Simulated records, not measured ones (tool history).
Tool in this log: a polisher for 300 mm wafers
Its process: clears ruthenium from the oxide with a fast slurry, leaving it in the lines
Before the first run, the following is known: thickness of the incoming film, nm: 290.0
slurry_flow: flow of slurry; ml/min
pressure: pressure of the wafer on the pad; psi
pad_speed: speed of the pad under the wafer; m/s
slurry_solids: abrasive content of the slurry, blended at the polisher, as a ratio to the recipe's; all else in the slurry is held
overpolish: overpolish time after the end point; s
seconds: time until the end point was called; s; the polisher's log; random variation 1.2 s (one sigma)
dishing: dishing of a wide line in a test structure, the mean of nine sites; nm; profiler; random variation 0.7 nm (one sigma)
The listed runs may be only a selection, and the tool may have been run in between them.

run,hour,slurry_flow,pressure,pad_speed,slurry_solids,overpolish,seconds,dishing
1,0.0,145,3.4,1.02,1.00,23,61.142,76.107
2,4.2,145,3.4,1.26,1.00,23,49.235,85.087
3,6.5,145,3.4,1.26,1.15,23,45.874,91.453
4,12.4,145,3.4,1.26,1.30,23,44.632,97.778
5,15.7,145,3.4,1.04,1.30,23,50.975,87.073
6,16.3,145,3.4,0.84,1.30,23,60.893,77.337
7,18.3,145,3.3,0.84,1.30,22,62.153,72.370
8,27.0,145,3.2,0.84,1.30,21,64.740,67.809

What will run 9 give?
9,28.0,145,3.1,0.84,1.30,20,?,?

Run 9 measured seconds 67.729 s, dishing 65.656 nm.

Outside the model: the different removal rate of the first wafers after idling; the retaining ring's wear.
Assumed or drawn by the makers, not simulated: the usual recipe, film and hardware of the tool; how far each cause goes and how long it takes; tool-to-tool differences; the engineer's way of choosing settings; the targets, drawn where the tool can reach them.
